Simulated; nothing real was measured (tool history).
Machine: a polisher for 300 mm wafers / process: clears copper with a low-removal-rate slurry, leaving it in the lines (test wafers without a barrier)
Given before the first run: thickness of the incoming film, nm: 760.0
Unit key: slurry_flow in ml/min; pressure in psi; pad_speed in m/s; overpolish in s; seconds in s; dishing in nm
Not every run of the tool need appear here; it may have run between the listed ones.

run  hour  slurry_flow  pressure  pad_speed  slurry_solids  overpolish  seconds  dishing
  1     0          170       4.1       1.32              1          15   163.47   32.292
  2   7.2          195       4.1       1.32              1          15   158.09   31.926
  3  12.9          195       4.2       1.32              1          14   155.69   31.268
  4  20.2          195       4.3       1.32              1          14   153.13   31.751
  5  22.3          195       3.6       1.32              1          14   183.06   28.349
  6  30.1          195       3.8       1.32              1          13   171.12   30.105
  7  34.4          195         4       1.32              1          12   165.08   27.572
  8  38.8          195       4.2       1.32              1          12   155.59   29.878
  9  44.4          195       4.3       1.32              1          12   153.11   29.267
 10  52.5          195       4.4       1.32              1          12   151.39    29.82
 11  59.7          195       4.5       1.32              1          12   146.66   30.774
 12  66.8          195       4.6       1.32              1          12   143.07   30.673

Expected results for the next run?
 13  73.8          195       4.7       1.32              1          12        ?        ?

Run 13 came out at seconds 141.5 s, dishing 30.781 nm.

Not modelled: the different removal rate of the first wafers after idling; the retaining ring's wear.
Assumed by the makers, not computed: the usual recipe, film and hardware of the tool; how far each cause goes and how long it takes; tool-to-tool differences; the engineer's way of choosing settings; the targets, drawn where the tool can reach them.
